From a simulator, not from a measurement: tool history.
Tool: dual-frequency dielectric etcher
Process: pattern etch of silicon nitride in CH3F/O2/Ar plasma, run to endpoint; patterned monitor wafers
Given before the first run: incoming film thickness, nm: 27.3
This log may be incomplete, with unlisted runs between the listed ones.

run  hour  source power (W)  bias power (W)  endpoint time (s)
  1   0.0               420              61             45.720
  2   1.9               440              63             44.035
  3   9.3               440              73             41.398
  4  16.6               440              66             43.027
  5  21.7               370              66             47.563
  6  26.3               390              67             45.593
  7  34.7               410              68             44.328
  8  37.5               430              69             42.663
  9  45.4               440              69             41.827
 10  51.2               450              69             41.307
 11  55.6               460              69             41.320
 12  56.3               470              69             41.157
 13  60.2               480              69             40.707
 14  63.9               490              69             40.404
 15  72.4               500              69             39.793
 16  73.2               510              69             38.676
 17  73.9               520              69             38.707

What does the tool deliver on the next run?
 18  82.4               520              69                  ?

Run 18 yielded endpoint time (s) 38.546.

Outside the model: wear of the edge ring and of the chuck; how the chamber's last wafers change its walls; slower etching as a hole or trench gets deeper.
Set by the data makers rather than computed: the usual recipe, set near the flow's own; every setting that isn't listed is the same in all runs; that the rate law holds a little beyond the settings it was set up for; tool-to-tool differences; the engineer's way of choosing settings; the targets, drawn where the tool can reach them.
